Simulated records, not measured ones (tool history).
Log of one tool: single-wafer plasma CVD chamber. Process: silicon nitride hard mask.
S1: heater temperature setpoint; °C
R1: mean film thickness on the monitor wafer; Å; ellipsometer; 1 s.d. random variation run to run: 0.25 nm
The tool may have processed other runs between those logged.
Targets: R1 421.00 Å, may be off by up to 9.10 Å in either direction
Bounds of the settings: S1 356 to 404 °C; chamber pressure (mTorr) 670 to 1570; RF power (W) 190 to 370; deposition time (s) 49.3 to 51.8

Run 1, hour 0.0: S1 380 °C, chamber pressure (mTorr) 1120, RF power (W) 280, deposition time (s) 51.8. Result: R1 538.26 Å.
Run 2, hour 0.7: S1 380 °C, chamber pressure (mTorr) 1270, RF power (W) 280, deposition time (s) 51.8. Result: R1 571.08 Å.
Run 3, hour 7.9: S1 380 °C, chamber pressure (mTorr) 1180, RF power (W) 270, deposition time (s) 51.7. Result: R1 543.39 Å.
Run 4, hour 9.7: S1 380 °C, chamber pressure (mTorr) 1180, RF power (W) 230, deposition time (s) 51.7. Result: R1 498.10 Å.
Run 5, hour 12.4: S1 371 °C, chamber pressure (mTorr) 1180, RF power (W) 230, deposition time (s) 51.7. Result: R1 505.01 Å.
Run 6, hour 20.9: S1 371 °C, chamber pressure (mTorr) 1180, RF power (W) 245, deposition time (s) 51.7. Result: R1 516.68 Å.
Run 7, hour 26.7: S1 371 °C, chamber pressure (mTorr) 1180, RF power (W) 245, deposition time (s) 51.7. Result: R1 517.82 Å.
Run 8, hour 27.5: S1 371 °C, chamber pressure (mTorr) 1180, RF power (W) 245, deposition time (s) 51.7. Result: R1 518.70 Å.
Run 9, hour 33.5: S1 371 °C, chamber pressure (mTorr) 1100, RF power (W) 240, deposition time (s) 51.6. Result: R1 493.23 Å.
Run 10, hour 39.8: S1 371 °C, chamber pressure (mTorr) 1040, RF power (W) 240, deposition time (s) 51.6. Result: R1 483.02 Å.
Run 11, hour 40.5: S1 371 °C, chamber pressure (mTorr) 990, RF power (W) 240, deposition time (s) 51.6. Result: R1 476.67 Å.
Run 12, hour 48.8: S1 371 °C, chamber pressure (mTorr) 940, RF power (W) 240, deposition time (s) 51.6. Result: R1 458.72 Å.
Run 13, hour 53.1: S1 371 °C, chamber pressure (mTorr) 940, RF power (W) 240, deposition time (s) 51.6. Result: R1 458.58 Å.
Run 14, hour 58.8: S1 371 °C, chamber pressure (mTorr) 910, RF power (W) 240, deposition time (s) 51.6. Result: R1 453.34 Å.
At hour 66.2: capacitance manometer re-zeroed and calibrated.
Run 15, hour 66.2: S1 371 °C, chamber pressure (mTorr) 910, RF power (W) 240, deposition time (s) 51.6. Result: R1 471.44 Å.
Run 16, hour 68.9: S1 371 °C, chamber pressure (mTorr) 880, RF power (W) 235, deposition time (s) 51.5. Result: R1 459.07 Å.
Run 17, hour 73.8: S1 371 °C, chamber pressure (mTorr) 850, RF power (W) 230, deposition time (s) 51.4. Result: R1 443.91 Å.
Run 18, hour 79.2: S1 371 °C, chamber pressure (mTorr) 830, RF power (W) 230, deposition time (s) 51.4. Result: R1 437.43 Å.

Which single option among these 4 for the next run brings every result within its allowed miss of target? Just one does.
Run A, hour 84.6: S1 373 °C, chamber pressure (mTorr) 840, RF power (W) 225, deposition time (s) 51.8. Result: R1 ?.
Run B, hour 84.6: S1 369 °C, chamber pressure (mTorr) 800, RF power (W) 220, deposition time (s) 49.8. Result: R1 ?.
Run C, hour 84.6: S1 377 °C, chamber pressure (mTorr) 750, RF power (W) 260, deposition time (s) 51.8. Result: R1 ?.
Run D, hour 84.6: S1 356 °C, chamber pressure (mTorr) 1040, RF power (W) 190, deposition time (s) 49.3. Result: R1 ?.

move      R1
   A  436.33
   B  403.86
   C  440.19
   D  423.01
A: gains on the last run, yet a result remains outside its allowed miss
B: takes the biggest miss from the last run beyond its target
C: lands further from the targets than the last run did
D: every result lands within tolerance
D is the move that brings every result within its allowed miss.
